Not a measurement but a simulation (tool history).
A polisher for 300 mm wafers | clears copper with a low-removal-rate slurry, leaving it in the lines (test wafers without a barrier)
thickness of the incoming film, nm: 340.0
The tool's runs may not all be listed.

run    day  flow of slurry (ml/min)  pressure of the wafer on the pad (kPa)  speed of the pad under the wafer (m/s)  abrasive content of the slurry  overpolish time after the end point (s)  time until the end point was called (s)  dishing of a wide line in a test structure (Å)
  1      0                      280                                    17.9                                    0.92                               1                                       25                                   140.78                                          391.43
  2  0.296                      280                                    17.9                                     1.1                               1                                       25                                   116.35                                           435.7
  3  0.504                      280                                    20.7                                     1.1                               1                                       25                                   102.28                                          498.33
  4  0.604                      280                                    22.8                                     1.1                               1                                       25                                   93.574                                          531.91
  5  0.833                      280                                      20                                     1.1                               1                                       25                                   104.65                                          474.71
  6      1                      280                                    17.9                                     1.1                               1                                       25                                   118.46                                          434.98

Run 7 comes next. What will it give?
  7  1.246                      280                                    13.1                                    1.08                               1                                       21                                        ?                                               ?

{"run 7": {"time until the end point was called (s)": 162.84, "dishing of a wide line in a test structure (Å)": 282.31}}
